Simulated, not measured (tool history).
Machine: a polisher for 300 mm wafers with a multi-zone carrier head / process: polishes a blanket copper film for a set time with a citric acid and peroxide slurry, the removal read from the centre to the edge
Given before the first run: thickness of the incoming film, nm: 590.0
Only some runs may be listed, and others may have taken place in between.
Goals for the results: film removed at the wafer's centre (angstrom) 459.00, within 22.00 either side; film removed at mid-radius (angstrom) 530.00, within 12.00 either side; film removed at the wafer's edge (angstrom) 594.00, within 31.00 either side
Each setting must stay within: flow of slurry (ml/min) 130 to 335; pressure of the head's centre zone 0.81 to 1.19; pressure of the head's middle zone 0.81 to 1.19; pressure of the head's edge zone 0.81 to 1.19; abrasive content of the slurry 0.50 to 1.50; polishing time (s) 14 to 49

run  hour  flow of slurry (ml/min)  pressure of the head's centre zone  pressure of the head's middle zone  pressure of the head's edge zone  abrasive content of the slurry  polishing time (s)  film removed at the wafer's centre (angstrom)  film removed at mid-radius (angstrom)  film removed at the wafer's edge (angstrom)
  1   0.0                      215                                1.00                                1.00                              1.00                            1.00                  31                                         607.66                                 654.07                                       618.85
  2   3.8                      215                                1.00                                1.00                              0.97                            1.00                  31                                         608.43                                 658.28                                       608.23
  3   5.7                      255                                1.00                                1.00                              0.97                            1.00                  31                                         629.26                                 673.68                                       629.85
  4  10.2                      255                                1.04                                1.00                              0.97                            1.00                  31                                         643.51                                 672.33                                       614.09
  5  19.1                      300                                1.04                                1.00                              0.97                            1.00                  31                                         657.65                                 680.08                                       625.56
  6  28.0                      300                                1.04                                1.00                              1.01                            1.00                  31                                         670.57                                 682.95                                       635.02
  7  29.3                      285                                1.00                                0.98                              1.00                            0.95                  31                                         627.17                                 658.15                                       629.68
  8  33.4                      275                                0.97                                0.96                              1.00                            0.90                  31                                         602.88                                 636.44                                       618.40
  9  38.3                      260                                0.94                                0.95                              1.02                            0.85                  31                                         582.59                                 617.26                                       616.21
 10  43.4                      245                                0.92                                0.95                              1.04                            0.80                  31                                         543.63                                 599.62                                       599.50
 11  47.7                      235                                0.90                                0.94                              1.05                            0.80                  31                                         535.43                                 601.17                                       606.87
 12  51.0                      225                                0.88                                0.93                              1.06                            0.80                  31                                         532.73                                 584.08                                       614.14
 13  59.2                      215                                0.87                                0.93                              1.07                            0.75                  31                                         503.39                                 574.47                                       598.88
 14  60.5                      205                                0.86                                0.92                              1.07                            0.75                  31                                         498.71                                 567.44                                       583.52
 15  66.7                      200                                0.81                                0.87                              1.17                            0.60                  31                                         435.32                                 501.68                                       608.32
 16  68.0                      205                                0.82                                0.88                              1.16                            0.60                  31                                         447.17                                 516.59                                       580.10
 17  70.8                      210                                0.82                                0.88                              1.16                            0.60                  31                                         463.48                                 518.76                                       584.42

Exercise: of the 5 proposed moves below, exactly one satisfies all targets within the stated allowed misses. Which move is it?
  A  73.6                      170                                0.95                                0.95                              1.16                            0.50                  31                                              ?                                      ?                                            ?
  B  73.6                      235                                0.81                                0.84                              1.19                            0.80                  29                                              ?                                      ?                                            ?
  C  73.6                      210                                0.81                                0.89                              1.17                            0.65                  31                                              ?                                      ?                                            ?
  D  73.6                      250                                0.82                                0.90                              1.15                            0.85                  29                                              ?                                      ?                                            ?
  E  73.6                      155                                0.81                                0.95                              1.11                            0.60                  33                                              ?                                      ?                                            ?

move  film removed at the wafer's centre (angstrom)  film removed at mid-radius (angstrom)  film removed at the wafer's edge (angstrom)
   A                                         477.04                                 502.74                                       549.34
   B                                         466.20                                 505.04                                       611.40
   C                                         464.77                                 528.82                                       607.05
   D                                         482.62                                 547.13                                       612.96
   E                                         455.57                                 550.77                                       591.08
A: its largest miss is bigger than the last run's
B: its largest miss is bigger than the last run's
C: meets every target
D: moves the result that the last run missed by most past its target, out the other side
E: moves the result that the last run missed by most past its target, out the other side
So the answer is move C, the one that meets all the targets.

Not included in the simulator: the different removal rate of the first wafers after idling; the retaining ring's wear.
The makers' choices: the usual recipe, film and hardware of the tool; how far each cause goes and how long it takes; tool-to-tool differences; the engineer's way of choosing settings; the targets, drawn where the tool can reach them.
